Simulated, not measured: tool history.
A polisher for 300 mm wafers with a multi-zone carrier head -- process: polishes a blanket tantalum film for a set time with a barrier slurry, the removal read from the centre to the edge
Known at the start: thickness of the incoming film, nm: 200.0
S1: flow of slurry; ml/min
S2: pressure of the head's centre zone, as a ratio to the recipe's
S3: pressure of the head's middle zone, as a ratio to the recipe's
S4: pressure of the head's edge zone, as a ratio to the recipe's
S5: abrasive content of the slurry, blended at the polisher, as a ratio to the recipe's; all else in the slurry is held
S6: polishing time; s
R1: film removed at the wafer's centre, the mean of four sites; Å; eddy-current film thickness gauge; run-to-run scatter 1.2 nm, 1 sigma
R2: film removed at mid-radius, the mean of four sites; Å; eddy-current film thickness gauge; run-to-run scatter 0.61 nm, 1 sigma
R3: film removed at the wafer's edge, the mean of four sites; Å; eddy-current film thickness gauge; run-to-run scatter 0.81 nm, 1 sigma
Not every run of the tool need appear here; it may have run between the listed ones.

run 1 hour=0.0 | S1=310 S2=1.00 S3=1.00 S4=1.00 S5=1.00 S6=43 | R1=790.85 R2=755.06 R3=751.20
run 2 hour=7.2 | S1=315 S2=1.01 S3=0.99 S4=1.03 S5=1.10 S6=43 | R1=801.03 R2=771.79 R3=784.19
run 3 hour=9.4 | S1=315 S2=1.09 S3=0.99 S4=1.03 S5=1.10 S6=43 | R1=881.76 R2=763.36 R3=784.26
run 4 hour=10.1 | S1=315 S2=1.09 S3=1.05 S4=1.03 S5=1.10 S6=43 | R1=877.86 R2=799.44 R3=786.41
run 5 hour=14.3 | S1=315 S2=1.09 S3=1.05 S4=0.96 S5=1.10 S6=43 | R1=873.15 R2=801.20 R3=772.56
run 6 hour=18.5 | S1=315 S2=1.09 S3=1.09 S4=0.96 S5=1.10 S6=43 | R1=889.84 R2=819.09 R3=756.94
run 7 hour=19.6 | S1=315 S2=1.09 S3=1.09 S4=0.96 S5=1.10 S6=43 | R1=897.80 R2=822.18 R3=763.46
run 8 hour=27.6 | S1=315 S2=1.09 S3=1.09 S4=0.96 S5=1.10 S6=43 | R1=866.08 R2=820.69 R3=747.77
run 9 hour=35.7 | S1=320 S2=1.09 S3=1.07 S4=0.99 S5=1.15 S6=43 | R1=890.46 R2=831.76 R3=784.33
run 10 hour=36.2 | S1=325 S2=1.10 S3=1.04 S4=1.02 S5=1.20 S6=43 | R1=909.63 R2=814.49 R3=785.64
run 11 hour=42.9 | S1=310 S2=1.09 S3=1.01 S4=1.04 S5=1.25 S6=44 | R1=903.43 R2=817.85 R3=833.79
run 12 hour=43.6 | S1=310 S2=1.09 S3=1.01 S4=1.04 S5=1.25 S6=44 | R1=916.32 R2=821.32 R3=819.46
run 13 hour=50.5 | S1=310 S2=1.09 S3=0.99 S4=1.06 S5=1.30 S6=45 | R1=966.16 R2=827.18 R3=866.58
run 14 hour=57.9 | S1=305 S2=1.08 S3=0.98 S4=1.08 S5=1.35 S6=45 | R1=939.74 R2=828.79 R3=873.44
run 15 hour=63.7 | S1=310 S2=1.08 S3=0.97 S4=1.10 S5=1.35 S6=45 | R1=958.25 R2=820.79 R3=882.93

Run 16 is up next; what results do you expect?
run 16 hour=66.3 | S1=310 S2=1.08 S3=0.97 S4=1.10 S5=1.35 S6=45 | R1=? R2=? R3=?

R1: 951.53 Å
R2: 823.72 Å
R3: 887.30 Å
